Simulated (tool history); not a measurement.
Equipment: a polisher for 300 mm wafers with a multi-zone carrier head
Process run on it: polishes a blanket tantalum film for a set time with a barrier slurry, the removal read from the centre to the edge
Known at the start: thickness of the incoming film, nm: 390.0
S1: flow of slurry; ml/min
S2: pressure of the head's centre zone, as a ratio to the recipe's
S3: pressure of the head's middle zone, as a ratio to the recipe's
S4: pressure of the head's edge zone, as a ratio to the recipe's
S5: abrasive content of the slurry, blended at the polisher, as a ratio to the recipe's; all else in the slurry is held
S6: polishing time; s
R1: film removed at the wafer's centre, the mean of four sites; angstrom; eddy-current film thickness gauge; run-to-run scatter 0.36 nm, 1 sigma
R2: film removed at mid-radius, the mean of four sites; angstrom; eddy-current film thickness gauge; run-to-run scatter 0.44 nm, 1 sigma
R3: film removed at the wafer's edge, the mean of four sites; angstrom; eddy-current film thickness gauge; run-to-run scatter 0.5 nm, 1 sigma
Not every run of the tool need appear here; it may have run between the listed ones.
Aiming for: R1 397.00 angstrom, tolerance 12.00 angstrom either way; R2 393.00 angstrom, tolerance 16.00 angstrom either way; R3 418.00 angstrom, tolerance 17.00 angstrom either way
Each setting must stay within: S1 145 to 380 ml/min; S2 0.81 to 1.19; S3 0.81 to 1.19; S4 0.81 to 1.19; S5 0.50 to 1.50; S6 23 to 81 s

| run | hour | S1 | S2 | S3 | S4 | S5 | S6 | R1 | R2 | R3 |
|---|---|---|---|---|---|---|---|---|---|---|
| 1 | 0.0 | 245 | 1.00 | 1.00 | 1.00 | 1.00 | 52 | 668.41 | 684.21 | 692.69 |
| 2 | 1.9 | 245 | 1.00 | 1.00 | 1.00 | 1.00 | 46 | 599.08 | 605.21 | 587.56 |
| 3 | 8.3 | 245 | 1.00 | 1.00 | 1.00 | 1.10 | 46 | 617.96 | 631.79 | 619.11 |
| 4 | 16.7 | 245 | 1.00 | 0.92 | 1.00 | 1.10 | 46 | 621.60 | 582.15 | 609.61 |
| 5 | 21.1 | 240 | 0.96 | 0.90 | 0.97 | 0.95 | 45 | 538.33 | 537.67 | 568.26 |
| 6 | 24.7 | 240 | 0.96 | 0.97 | 0.97 | 0.95 | 45 | 548.37 | 567.95 | 557.04 |
| 7 | 33.3 | 235 | 0.95 | 0.93 | 0.95 | 0.80 | 44 | 497.71 | 490.05 | 504.02 |
| 8 | 34.7 | 225 | 0.93 | 0.91 | 0.92 | 0.75 | 44 | 467.27 | 475.32 | 495.42 |
| 9 | 35.9 | 230 | 0.93 | 0.90 | 0.91 | 0.70 | 43 | 444.18 | 445.40 | 463.92 |
| 10 | 40.6 | 230 | 0.92 | 0.89 | 0.89 | 0.65 | 43 | 429.97 | 434.38 | 435.60 |
| 11 | 45.3 | 225 | 0.91 | 0.87 | 0.88 | 0.65 | 43 | 422.45 | 412.18 | 431.58 |
| 12 | 48.8 | 220 | 0.90 | 0.87 | 0.87 | 0.65 | 43 | 422.09 | 414.11 | 440.90 |
| 13 | 53.2 | 220 | 0.89 | 0.87 | 0.86 | 0.65 | 43 | 412.15 | 418.51 | 428.05 |
| 14 | 53.8 | 215 | 0.89 | 0.86 | 0.86 | 0.65 | 43 | 410.44 | 411.41 | 436.30 |

Next run, 4 choices. One meets every target within its allowed miss, the rest don't. Which?
| A | 54.4 | 195 | 0.92 | 0.88 | 0.93 | 0.55 | 45 | ? | ? | ? |
| B | 54.4 | 155 | 0.81 | 0.81 | 0.97 | 0.70 | 43 | ? | ? | ? |
| C | 54.4 | 310 | 0.86 | 0.91 | 0.83 | 0.60 | 43 | ? | ? | ? |
| D | 54.4 | 170 | 0.89 | 0.83 | 0.98 | 0.55 | 48 | ? | ? | ? |

| move | R1 | R2 | R3 |
|---|---|---|---|
| A | 392.14 | 398.65 | 420.43 |
| B | 361.53 | 394.80 | 456.41 |
| C | 390.82 | 433.77 | 417.67 |
| D | 395.43 | 398.89 | 453.29 |
A: hits every target within its allowed miss
B: corrects the largest miss of the last run, while another result sits out of spec
C: the biggest miss grows against the last run
D: corrects the largest miss of the last run, while another result sits out of spec
So the answer is move A, the one that meets all the targets.
